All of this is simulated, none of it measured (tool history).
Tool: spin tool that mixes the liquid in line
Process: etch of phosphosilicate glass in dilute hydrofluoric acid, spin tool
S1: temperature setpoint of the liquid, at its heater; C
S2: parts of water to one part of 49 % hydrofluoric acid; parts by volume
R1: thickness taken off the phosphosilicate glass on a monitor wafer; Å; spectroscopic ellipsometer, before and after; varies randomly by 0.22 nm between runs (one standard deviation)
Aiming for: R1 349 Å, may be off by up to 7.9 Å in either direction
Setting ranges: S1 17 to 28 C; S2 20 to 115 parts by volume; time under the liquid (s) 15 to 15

run 1 day=0 | S1=20 S2=65 time_under_the_liquid_(s)=15 | R1=141.07
run 2 day=0.129 | S1=17 S2=65 time_under_the_liquid_(s)=15 | R1=124.24
run 3 day=0.35 | S1=17 S2=65 time_under_the_liquid_(s)=15 | R1=125.06
run 4 day=0.725 | S1=19 S2=60 time_under_the_liquid_(s)=15 | R1=146.9
run 5 day=0.788 | S1=19 S2=50 time_under_the_liquid_(s)=15 | R1=179.18
run 6 day=1.092 | S1=17 S2=50 time_under_the_liquid_(s)=15 | R1=164.01
run 7 day=1.425 | S1=21 S2=30 time_under_the_liquid_(s)=15 | R1=336.09
run 8 day=1.629 | S1=21.5 S2=30 time_under_the_liquid_(s)=15 | R1=339.21

Which of these 4 next moves meets every target?
run A day=1.833 | S1=20.5 S2=30 time_under_the_liquid_(s)=15 | R1=?
run B day=1.833 | S1=18 S2=25 time_under_the_liquid_(s)=15 | R1=?
run C day=1.833 | S1=25 S2=35 time_under_the_liquid_(s)=15 | R1=?
run D day=1.833 | S1=21 S2=30 time_under_the_liquid_(s)=15 | R1=?

move=A R1=328.22
move=B R1=355.43
move=C R1=337.87
move=D R1=335.33
A: the biggest miss grows against the last run
B: all results in spec
C: the biggest miss grows against the last run
D: the biggest miss grows against the last run
The move that meets every target is B.
